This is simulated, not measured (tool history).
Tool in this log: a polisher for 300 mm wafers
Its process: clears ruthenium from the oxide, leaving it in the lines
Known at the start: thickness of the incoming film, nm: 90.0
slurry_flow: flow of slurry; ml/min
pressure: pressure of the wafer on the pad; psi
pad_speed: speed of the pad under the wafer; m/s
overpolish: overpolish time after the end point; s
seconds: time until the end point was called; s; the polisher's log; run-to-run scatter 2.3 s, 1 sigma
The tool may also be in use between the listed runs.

run  hour  slurry_flow  pressure  pad_speed  overpolish  seconds
  1   0.0          270       1.7       1.18           7   78.957
  2   4.6          270       1.5       1.16           7   89.257
  3   5.3          270       1.4       1.16           7   95.577
  4  10.6          270       1.3       1.14           7  103.250
  5  19.5          270       1.6       1.14           7   82.479
  6  24.5          295       1.6       1.14           7   82.941
     32.5  -- slurry nozzle cleaned
  7  32.5          290       1.4       1.12           7   89.600
  8  36.3          265       1.3       1.12           7  101.080
  9  39.3          255       1.2       1.10           7  107.340
 10  43.2          250       1.1       1.06           7  112.860

Run 11 is up next; what results do you expect?
 11  45.3          245       1.0       1.00           7        ?

Run 11 yielded seconds 130.150 s.
